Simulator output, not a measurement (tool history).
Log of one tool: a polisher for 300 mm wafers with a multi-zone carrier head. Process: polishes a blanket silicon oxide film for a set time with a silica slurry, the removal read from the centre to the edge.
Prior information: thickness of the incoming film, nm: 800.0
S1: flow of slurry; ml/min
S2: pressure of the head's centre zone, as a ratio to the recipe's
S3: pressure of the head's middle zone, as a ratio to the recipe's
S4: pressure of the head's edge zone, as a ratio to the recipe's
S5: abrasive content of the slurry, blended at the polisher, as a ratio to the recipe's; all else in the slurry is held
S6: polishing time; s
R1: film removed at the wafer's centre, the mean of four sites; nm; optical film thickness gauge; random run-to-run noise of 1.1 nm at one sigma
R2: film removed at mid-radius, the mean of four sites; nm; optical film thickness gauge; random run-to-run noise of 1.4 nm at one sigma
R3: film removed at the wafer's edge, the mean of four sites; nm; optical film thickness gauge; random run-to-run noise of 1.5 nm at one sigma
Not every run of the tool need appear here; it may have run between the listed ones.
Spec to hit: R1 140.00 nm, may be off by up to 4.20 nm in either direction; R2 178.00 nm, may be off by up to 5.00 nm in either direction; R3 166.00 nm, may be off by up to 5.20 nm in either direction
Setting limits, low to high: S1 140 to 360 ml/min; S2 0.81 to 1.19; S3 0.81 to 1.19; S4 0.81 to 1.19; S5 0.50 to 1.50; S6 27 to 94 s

run	hour	S1	S2	S3	S4	S5	S6	R1	R2	R3
1	0.0	230	1.00	1.00	1.00	1.00	60	209.52	207.05	208.05
2	5.7	230	1.00	1.00	1.00	1.00	53	184.13	183.57	182.90
3	9.8	220	0.96	1.01	0.99	1.00	53	177.16	183.87	181.85
4	11.2	195	0.96	1.01	0.99	1.00	53	170.02	180.06	178.22
5	12.2	195	0.89	1.01	0.99	1.00	53	159.48	178.89	179.29
6	18.2	195	0.89	1.01	1.07	1.00	53	161.07	180.44	184.01
7	22.3	190	0.88	1.02	1.05	1.00	53	156.90	183.54	183.22
8	29.0	185	0.87	1.03	1.03	1.00	53	151.22	181.28	180.91
9	34.5	180	0.87	1.04	1.00	1.00	53	154.32	181.37	178.04
10	35.4	175	0.86	1.05	0.99	1.00	53	151.07	182.72	177.24
11	41.1	170	0.85	1.06	0.97	1.00	53	147.35	181.25	175.16
12	45.4	165	0.85	1.07	0.96	1.00	53	146.92	183.80	174.94
13	51.1	165	0.85	1.07	0.96	1.00	53	146.81	181.86	176.90
14	59.7	170	0.85	1.08	0.94	1.00	53	148.90	184.62	174.03
15	63.9	165	0.84	1.08	0.93	1.00	53	145.08	186.04	174.49
16	71.0	165	0.84	1.08	0.92	1.00	53	145.22	186.17	168.04

Below are 4 possible settings for the next run. Only one of them brings all results inside the allowed miss of their targets. Which is it?
A	78.1	160	0.82	1.05	0.89	0.80	58	?	?	?
B	78.1	140	0.88	1.06	1.00	1.10	52	?	?	?
C	78.1	215	0.85	1.04	0.81	0.65	62	?	?	?
D	78.1	190	0.84	1.11	0.86	1.05	54	?	?	?

move	R1	R2	R3
A	140.43	176.72	166.17
B	149.23	176.96	173.33
C	150.21	179.62	162.95
D	156.18	200.19	175.80
A: meets every target
B: brings the result that was furthest off to its target, and leaves another outside
C: brings the result that was furthest off to its target, and leaves another outside
D: moves away from the targets compared with the last run
A meets every target.

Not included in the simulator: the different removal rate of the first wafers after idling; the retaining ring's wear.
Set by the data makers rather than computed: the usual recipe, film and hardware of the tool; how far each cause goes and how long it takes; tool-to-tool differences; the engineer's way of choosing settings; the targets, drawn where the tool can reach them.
